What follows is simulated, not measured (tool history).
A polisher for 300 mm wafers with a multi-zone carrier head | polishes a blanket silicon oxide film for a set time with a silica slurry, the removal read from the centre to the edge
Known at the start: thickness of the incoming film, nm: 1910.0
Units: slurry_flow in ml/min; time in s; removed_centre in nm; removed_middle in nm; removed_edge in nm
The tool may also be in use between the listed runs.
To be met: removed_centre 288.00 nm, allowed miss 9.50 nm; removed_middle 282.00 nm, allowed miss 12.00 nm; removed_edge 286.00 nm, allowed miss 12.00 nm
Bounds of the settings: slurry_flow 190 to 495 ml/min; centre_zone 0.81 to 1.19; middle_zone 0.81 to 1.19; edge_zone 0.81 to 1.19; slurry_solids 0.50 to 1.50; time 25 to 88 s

| run | hour | slurry_flow | centre_zone | middle_zone | edge_zone | slurry_solids | time | removed_centre | removed_middle | removed_edge |
|---|---|---|---|---|---|---|---|---|---|---|
| 1 | 0.0 | 320 | 1.00 | 1.00 | 1.00 | 1.00 | 56 | 209.40 | 213.04 | 204.87 |
| 2 | 2.4 | 320 | 1.00 | 1.00 | 1.01 | 1.05 | 56 | 210.62 | 219.27 | 204.98 |
| 3 | 9.4 | 350 | 1.00 | 1.00 | 1.01 | 1.05 | 56 | 210.86 | 215.69 | 206.85 |
| 4 | 14.7 | 355 | 1.00 | 0.99 | 1.02 | 1.10 | 57 | 219.61 | 223.10 | 214.50 |
| 5 | 22.0 | 355 | 1.00 | 0.98 | 1.03 | 1.15 | 58 | 226.29 | 226.62 | 226.96 |
| 6 | 28.5 | 420 | 1.00 | 0.98 | 1.03 | 1.15 | 58 | 230.58 | 229.93 | 228.55 |
| 7 | 35.8 | 420 | 1.00 | 0.98 | 1.04 | 1.20 | 58 | 235.81 | 234.23 | 226.93 |
| 8 | 43.9 | 390 | 0.92 | 0.88 | 1.09 | 1.45 | 69 | 269.64 | 277.09 | 296.79 |
| 9 | 45.7 | 390 | 0.93 | 0.88 | 1.08 | 1.45 | 69 | 273.84 | 271.59 | 298.65 |
| 10 | 51.1 | 395 | 0.93 | 0.89 | 1.07 | 1.45 | 69 | 270.46 | 274.20 | 302.36 |
| 11 | 55.4 | 395 | 0.93 | 0.89 | 1.07 | 1.45 | 69 | 272.15 | 278.80 | 298.25 |
| 12 | 60.8 | 395 | 0.94 | 0.89 | 1.06 | 1.45 | 69 | 276.23 | 275.07 | 296.14 |
| 13 | 65.4 | 395 | 0.94 | 0.89 | 1.05 | 1.45 | 69 | 277.29 | 279.12 | 301.34 |

Which of these 4 next moves meets every target?
| A | 70.0 | 435 | 0.94 | 0.87 | 1.08 | 1.20 | 70 | ? | ? | ? |
| B | 70.0 | 475 | 0.99 | 0.94 | 1.04 | 1.30 | 70 | ? | ? | ? |
| C | 70.0 | 390 | 0.91 | 0.92 | 1.06 | 1.35 | 75 | ? | ? | ? |
| D | 70.0 | 425 | 0.93 | 0.97 | 1.08 | 1.45 | 66 | ? | ? | ? |

| move | removed_centre | removed_middle | removed_edge |
|---|---|---|---|
| A | 268.79 | 259.72 | 284.60 |
| B | 293.16 | 284.48 | 288.33 |
| C | 289.00 | 300.91 | 313.57 |
| D | 267.92 | 283.74 | 286.35 |
A: brings the result that was furthest off to its target, and leaves another outside
B: meets every target
C: further off than the last run
D: brings the result that was furthest off to its target, and leaves another outside
Move B is the one to make.
